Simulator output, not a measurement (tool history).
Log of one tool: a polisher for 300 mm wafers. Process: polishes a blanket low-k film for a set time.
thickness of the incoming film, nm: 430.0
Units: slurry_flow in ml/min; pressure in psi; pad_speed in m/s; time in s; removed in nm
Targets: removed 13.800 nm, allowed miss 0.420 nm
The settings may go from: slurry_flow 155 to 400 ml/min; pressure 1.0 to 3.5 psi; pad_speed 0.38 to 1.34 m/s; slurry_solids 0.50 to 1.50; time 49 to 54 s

run,hour,slurry_flow,pressure,pad_speed,slurry_solids,time,removed
1,0.0,255,2.2,0.86,1.00,54,27.387
2,2.8,255,2.2,0.74,1.00,54,24.224
3,4.5,255,2.0,0.74,1.00,54,22.134
4,5.4,255,2.0,0.74,1.00,49,20.093
5,7.3,255,1.9,0.74,1.00,49,18.760
6,15.6,295,1.9,0.74,1.00,49,19.365
7,22.3,295,1.8,0.74,1.00,49,18.400
8,26.7,295,1.7,0.74,1.00,49,17.785
9,29.3,295,1.6,0.74,1.00,49,16.748
10,37.2,295,1.5,0.74,1.00,49,15.727
11,41.1,285,1.2,0.74,1.00,49,13.273
12,45.0,295,1.2,0.74,1.00,49,13.261
13,53.3,305,1.2,0.74,1.00,49,13.254

5 next moves are on the table. One of them brings every result within its allowed miss. Which?
A,61.6,300,1.2,0.60,1.05,52,?
B,61.6,285,1.4,0.64,0.80,53,?
C,61.6,305,1.2,0.66,0.95,53,?
D,61.6,305,1.2,0.66,0.95,52,?
E,61.6,270,1.0,0.96,0.95,50,?

move,removed
A,12.265
B,12.729
C,12.807
D,12.565
E,13.964
A: further off than the last run
B: further off than the last run
C: further off than the last run
D: further off than the last run
E: meets every target
Answer: E

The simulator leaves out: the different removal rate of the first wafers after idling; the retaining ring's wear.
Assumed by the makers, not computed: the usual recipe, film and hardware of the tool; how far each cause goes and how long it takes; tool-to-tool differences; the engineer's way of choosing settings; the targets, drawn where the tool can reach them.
